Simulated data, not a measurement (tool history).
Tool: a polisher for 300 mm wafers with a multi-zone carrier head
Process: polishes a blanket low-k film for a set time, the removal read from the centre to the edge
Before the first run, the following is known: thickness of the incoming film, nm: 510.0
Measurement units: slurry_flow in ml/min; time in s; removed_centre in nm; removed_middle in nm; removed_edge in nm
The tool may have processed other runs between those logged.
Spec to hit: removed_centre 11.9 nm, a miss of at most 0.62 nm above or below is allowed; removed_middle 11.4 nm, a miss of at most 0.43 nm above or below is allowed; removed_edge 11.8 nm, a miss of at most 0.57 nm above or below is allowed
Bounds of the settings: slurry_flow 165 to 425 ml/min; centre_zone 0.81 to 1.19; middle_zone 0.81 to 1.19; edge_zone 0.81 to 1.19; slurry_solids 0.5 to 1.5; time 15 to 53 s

Run 1, hour 0: slurry_flow 275 ml/min, centre_zone 1, middle_zone 1, edge_zone 1, slurry_solids 1, time 34 s. Result: removed_centre 8.8824 nm, removed_middle 8.6246 nm, removed_edge 8.7454 nm.
Run 2, hour 8.2: slurry_flow 275 ml/min, centre_zone 1.01, middle_zone 1.01, edge_zone 1.02, slurry_solids 1.1, time 34 s. Result: removed_centre 9.1401 nm, removed_middle 8.9973 nm, removed_edge 9.1511 nm.
Run 3, hour 14.8: slurry_flow 275 ml/min, centre_zone 1.01, middle_zone 1.01, edge_zone 1.02, slurry_solids 1.1, time 40 s. Result: removed_centre 10.848 nm, removed_middle 10.82 nm, removed_edge 10.872 nm.
Run 4, hour 17.2: slurry_flow 275 ml/min, centre_zone 1.01, middle_zone 1.01, edge_zone 0.98, slurry_solids 1.1, time 40 s. Result: removed_centre 10.854 nm, removed_middle 10.871 nm, removed_edge 10.444 nm.
Run 5, hour 25.9: slurry_flow 275 ml/min, centre_zone 1.01, middle_zone 1.01, edge_zone 1.03, slurry_solids 1.1, time 40 s. Result: removed_centre 11.001 nm, removed_middle 10.747 nm, removed_edge 10.753 nm.
Run 6, hour 33.4: slurry_flow 275 ml/min, centre_zone 1.01, middle_zone 1.06, edge_zone 1.03, slurry_solids 1.1, time 40 s. Result: removed_centre 10.898 nm, removed_middle 11.219 nm, removed_edge 10.76 nm.
Run 7, hour 34.6: slurry_flow 280 ml/min, centre_zone 1.02, middle_zone 1.05, edge_zone 1.05, slurry_solids 1.1, time 40 s. Result: removed_centre 10.999 nm, removed_middle 11.036 nm, removed_edge 11.128 nm.
Run 8, hour 42.7: slurry_flow 280 ml/min, centre_zone 1.02, middle_zone 1.05, edge_zone 1.05, slurry_solids 1.1, time 40 s. Result: removed_centre 11.097 nm, removed_middle 10.92 nm, removed_edge 10.971 nm.
Run 9, hour 43.6: slurry_flow 285 ml/min, centre_zone 1.03, middle_zone 1.05, edge_zone 1.06, slurry_solids 1.1, time 40 s. Result: removed_centre 10.935 nm, removed_middle 11.151 nm, removed_edge 11.209 nm.
Run 10, hour 44.8: slurry_flow 280 ml/min, centre_zone 1.05, middle_zone 1.04, edge_zone 1.06, slurry_solids 1.1, time 40 s. Result: removed_centre 11.541 nm, removed_middle 10.99 nm, removed_edge 10.903 nm.
Run 11, hour 49: slurry_flow 285 ml/min, centre_zone 1.05, middle_zone 1.04, edge_zone 1.07, slurry_solids 1.1, time 40 s. Result: removed_centre 11.229 nm, removed_middle 11.036 nm, removed_edge 11.321 nm.
Run 12, hour 52.6: slurry_flow 285 ml/min, centre_zone 1.06, middle_zone 1.04, edge_zone 1.07, slurry_solids 1.1, time 40 s. Result: removed_centre 11.514 nm, removed_middle 10.944 nm, removed_edge 11.148 nm.
Run 13, hour 55.1: slurry_flow 290 ml/min, centre_zone 1.06, middle_zone 1.04, edge_zone 1.08, slurry_solids 1.1, time 40 s. Result: removed_centre 11.282 nm, removed_middle 10.949 nm, removed_edge 10.999 nm.

Exercise: of the 5 proposed moves below, exactly one satisfies all targets within the stated allowed misses. Which move is it?
Run A, hour 57.6: slurry_flow 265 ml/min, centre_zone 1.08, middle_zone 1.07, edge_zone 1.15, slurry_solids 1.05, time 42 s. Result: removed_centre ?, removed_middle ?, removed_edge ?.
Run B, hour 57.6: slurry_flow 265 ml/min, centre_zone 1.01, middle_zone 1.08, edge_zone 0.99, slurry_solids 1.25, time 43 s. Result: removed_centre ?, removed_middle ?, removed_edge ?.
Run C, hour 57.6: slurry_flow 250 ml/min, centre_zone 1.19, middle_zone 1, edge_zone 0.89, slurry_solids 1.25, time 42 s. Result: removed_centre ?, removed_middle ?, removed_edge ?.
Run D, hour 57.6: slurry_flow 315 ml/min, centre_zone 1.18, middle_zone 1.19, edge_zone 0.89, slurry_solids 1.1, time 40 s. Result: removed_centre ?, removed_middle ?, removed_edge ?.
Run E, hour 57.6: slurry_flow 375 ml/min, centre_zone 0.96, middle_zone 1.1, edge_zone 1.02, slurry_solids 0.9, time 41 s. Result: removed_centre ?, removed_middle ?, removed_edge ?.

move  removed_centre  removed_middle  removed_edge
   A          11.855          11.605        12.021
   B          11.945          12.599        12.023
   C          13.644          11.563         11.12
   D           12.79          12.328        10.385
   E          10.205          11.439        10.837
A: meets every target
B: meets the target for the result that was furthest off, but another lies outside its allowed miss
C: moves away from the targets compared with the last run
D: moves away from the targets compared with the last run
E: moves away from the targets compared with the last run
A meets every target.
